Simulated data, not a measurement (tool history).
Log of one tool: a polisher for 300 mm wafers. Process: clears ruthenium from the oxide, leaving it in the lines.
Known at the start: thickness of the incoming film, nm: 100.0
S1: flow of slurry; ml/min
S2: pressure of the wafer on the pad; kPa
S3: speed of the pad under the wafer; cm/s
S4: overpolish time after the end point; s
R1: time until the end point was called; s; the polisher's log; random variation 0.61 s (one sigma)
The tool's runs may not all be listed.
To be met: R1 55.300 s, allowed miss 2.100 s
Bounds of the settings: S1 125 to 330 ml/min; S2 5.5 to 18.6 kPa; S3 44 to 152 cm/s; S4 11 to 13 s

| run | day | S1 | S2 | S3 | S4 | R1 |
|---|---|---|---|---|---|---|
| 1 | 0.000 | 210 | 11.7 | 98 | 13 | 90.674 |
| 2 | 0.346 | 210 | 13.1 | 98 | 13 | 81.973 |
| 3 | 0.583 | 210 | 14.5 | 98 | 13 | 74.803 |
| 4 | 0.767 | 210 | 14.5 | 76 | 13 | 94.473 |
| 5 | 0.950 | 210 | 14.5 | 76 | 13 | 94.615 |
| 6 | 1.017 | 215 | 15.9 | 82 | 13 | 80.557 |
| 7 | 1.388 | 215 | 16.5 | 88 | 13 | 72.598 |
| 8 | 1.479 | 215 | 17.2 | 92 | 13 | 67.349 |
| 9 | 1.746 | 215 | 17.2 | 92 | 13 | 65.986 |
| 10 | 2.004 | 215 | 17.9 | 94 | 13 | 63.037 |

4 next moves are on the table. One of them brings every result within its allowed miss. Which?
| A | 2.262 | 240 | 13.1 | 112 | 13 | ? |
| B | 2.262 | 230 | 16.5 | 106 | 13 | ? |
| C | 2.262 | 220 | 16.5 | 82 | 13 | ? |
| D | 2.262 | 205 | 18.6 | 102 | 11 | ? |

| move | R1 |
|---|---|
| A | 70.214 |
| B | 59.285 |
| C | 76.456 |
| D | 55.690 |
A: further off than the last run
B: nearer than the last run, and not there yet
C: further off than the last run
D: meets every target
The right move is D.
